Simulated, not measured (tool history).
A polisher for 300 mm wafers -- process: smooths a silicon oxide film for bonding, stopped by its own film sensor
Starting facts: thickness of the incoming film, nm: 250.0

run  hour  flow of slurry (ml/min)  pressure of the wafer on the pad (psi)  speed of the pad under the wafer (m/s)  abrasive content of the slurry  target thickness at which the film sensor stops the polish (Å)  time until the film sensor stopped the polish (s)
  1     0                      240                                       2                                    0.68                               1                                                            2320                                             39.141
  2   3.8                      240                                     1.6                                    0.66                               1                                                            2320                                             51.066
  3   4.4                      240                                     1.6                                    0.66                               1                                                            2320                                             50.627
  4   5.2                      240                                     1.6                                    0.66                            0.85                                                            2320                                             56.107
     10.6  -- slurry nozzle cleaned
  5  10.6                      240                                     1.6                                    0.56                            0.85                                                            2320                                             60.207
  6    15                      240                                     1.5                                    0.56                            0.85                                                            2320                                             64.971
  7  24.1                      235                                     1.3                                    0.56                            0.85                                                            2320                                              74.76

Predict the results of run 8:
  8    26                      240                                     1.3                                    0.56                            0.85                                                            2320                                                  ?

Run 8 gave time until the film sensor stopped the polish (s) 75.494.
